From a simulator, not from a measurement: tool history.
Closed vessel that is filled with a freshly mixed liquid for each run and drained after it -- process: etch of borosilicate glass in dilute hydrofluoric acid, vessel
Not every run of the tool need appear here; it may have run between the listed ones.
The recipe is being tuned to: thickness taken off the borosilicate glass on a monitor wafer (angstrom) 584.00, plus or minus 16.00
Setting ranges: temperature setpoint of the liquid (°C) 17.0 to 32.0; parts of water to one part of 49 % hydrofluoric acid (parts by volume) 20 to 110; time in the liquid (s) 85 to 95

run,hour,temperature setpoint of the liquid (°C),parts of water to one part of 49 % hydrofluoric acid (parts by volume),time in the liquid (s),thickness taken off the borosilicate glass on a monitor wafer (angstrom)
1,0.0,24.0,60,85,273.90
2,6.6,26.0,55,85,329.96
3,13.5,27.5,55,85,345.77
4,22.3,27.5,55,95,385.51
5,25.5,28.5,50,95,445.50
6,29.9,28.5,60,95,366.35
7,32.6,29.5,55,95,421.61
8,36.8,30.0,50,95,477.48
9,38.0,32.0,40,95,654.71

4 next moves are on the table. One of them brings every result within its allowed miss. Which?
A,39.2,32.0,45,90,?
B,39.2,30.5,35,85,?
C,39.2,27.0,35,90,?
D,39.2,32.0,40,90,?

move,thickness taken off the borosilicate glass on a monitor wafer (angstrom)
A,543.88
B,632.77
C,582.06
D,616.88
A: takes the biggest miss from the last run beyond its target
B: gains on the last run, yet a result remains outside its allowed miss
C: hits every target within its allowed miss
D: gains on the last run, yet a result remains outside its allowed miss
The move that meets every target is C.
